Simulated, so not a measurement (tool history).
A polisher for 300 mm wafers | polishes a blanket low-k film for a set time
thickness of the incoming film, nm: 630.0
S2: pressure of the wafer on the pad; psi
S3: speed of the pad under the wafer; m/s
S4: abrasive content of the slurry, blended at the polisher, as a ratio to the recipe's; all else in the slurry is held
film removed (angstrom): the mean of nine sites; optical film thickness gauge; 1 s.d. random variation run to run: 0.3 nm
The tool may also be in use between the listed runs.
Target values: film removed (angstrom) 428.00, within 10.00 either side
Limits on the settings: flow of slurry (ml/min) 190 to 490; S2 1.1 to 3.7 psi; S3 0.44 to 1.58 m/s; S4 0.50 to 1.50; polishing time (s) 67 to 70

Run 1, day 0.000: flow of slurry (ml/min) 315, S2 2.4 psi, S3 1.00 m/s, S4 1.00, polishing time (s) 67. Result: film removed (angstrom) 230.92.
Run 2, day 0.279: flow of slurry (ml/min) 315, S2 2.4 psi, S3 1.00 m/s, S4 1.00, polishing time (s) 67. Result: film removed (angstrom) 236.74.
Run 3, day 0.538: flow of slurry (ml/min) 315, S2 2.4 psi, S3 1.10 m/s, S4 1.00, polishing time (s) 67. Result: film removed (angstrom) 245.96.
Run 4, day 0.621: flow of slurry (ml/min) 315, S2 2.4 psi, S3 1.20 m/s, S4 1.00, polishing time (s) 67. Result: film removed (angstrom) 257.34.
Run 5, day 0.692: flow of slurry (ml/min) 320, S2 2.8 psi, S3 1.20 m/s, S4 1.00, polishing time (s) 67. Result: film removed (angstrom) 301.75.
Run 6, day 0.821: flow of slurry (ml/min) 320, S2 2.8 psi, S3 1.20 m/s, S4 1.00, polishing time (s) 70. Result: film removed (angstrom) 316.11.
Run 7, day 1.121: flow of slurry (ml/min) 320, S2 3.1 psi, S3 1.20 m/s, S4 1.00, polishing time (s) 70. Result: film removed (angstrom) 345.76.
Run 8, day 1.238: flow of slurry (ml/min) 325, S2 3.3 psi, S3 1.20 m/s, S4 1.00, polishing time (s) 70. Result: film removed (angstrom) 366.36.
Run 9, day 1.321: flow of slurry (ml/min) 325, S2 3.4 psi, S3 1.22 m/s, S4 1.00, polishing time (s) 70. Result: film removed (angstrom) 384.11.
Run 10, day 1.421: flow of slurry (ml/min) 325, S2 3.5 psi, S3 1.22 m/s, S4 1.00, polishing time (s) 70. Result: film removed (angstrom) 393.31.
Run 11, day 1.446: flow of slurry (ml/min) 325, S2 3.6 psi, S3 1.24 m/s, S4 1.00, polishing time (s) 70. Result: film removed (angstrom) 405.59.
Run 12, day 1.679: flow of slurry (ml/min) 330, S2 3.6 psi, S3 1.26 m/s, S4 1.00, polishing time (s) 70. Result: film removed (angstrom) 417.00.

Exactly one of the 4 candidate moves below puts every result within its allowed miss. Which one?
Run A, day 1.912: flow of slurry (ml/min) 390, S2 3.7 psi, S3 1.32 m/s, S4 0.95, polishing time (s) 70. Result: film removed (angstrom) ?.
Run B, day 1.912: flow of slurry (ml/min) 420, S2 3.7 psi, S3 0.96 m/s, S4 1.10, polishing time (s) 69. Result: film removed (angstrom) ?.
Run C, day 1.912: flow of slurry (ml/min) 325, S2 3.6 psi, S3 1.32 m/s, S4 1.00, polishing time (s) 67. Result: film removed (angstrom) ?.
Run D, day 1.912: flow of slurry (ml/min) 355, S2 3.7 psi, S3 1.14 m/s, S4 1.10, polishing time (s) 67. Result: film removed (angstrom) ?.

move  film removed (angstrom)
   A                   419.40
   B                   386.49
   C                   399.08
   D                   405.06
A: every result within its allowed miss
B: lands further from the targets than the last run did
C: lands further from the targets than the last run did
D: lands further from the targets than the last run did
So the answer is move A, the one that meets all the targets.
